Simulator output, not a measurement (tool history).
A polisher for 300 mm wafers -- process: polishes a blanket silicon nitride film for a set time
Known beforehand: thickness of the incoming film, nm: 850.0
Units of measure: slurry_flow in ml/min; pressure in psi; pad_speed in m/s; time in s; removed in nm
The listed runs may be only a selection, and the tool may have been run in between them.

run,hour,slurry_flow,pressure,pad_speed,time,removed
1,0.0,185,3.7,1.16,45,75.041
2,6.6,185,3.3,1.16,45,67.284
3,12.3,185,3.8,1.16,45,77.198
4,16.4,185,3.8,1.04,45,71.796
5,17.8,185,4.4,1.04,45,82.433
6,19.7,145,4.4,1.04,45,77.860
7,27.4,150,4.5,1.04,45,80.012
8,31.1,155,4.5,1.04,45,82.810

What does the tool deliver on the next run?
9,33.0,160,4.5,1.04,45,?

removed: 84.257 nm
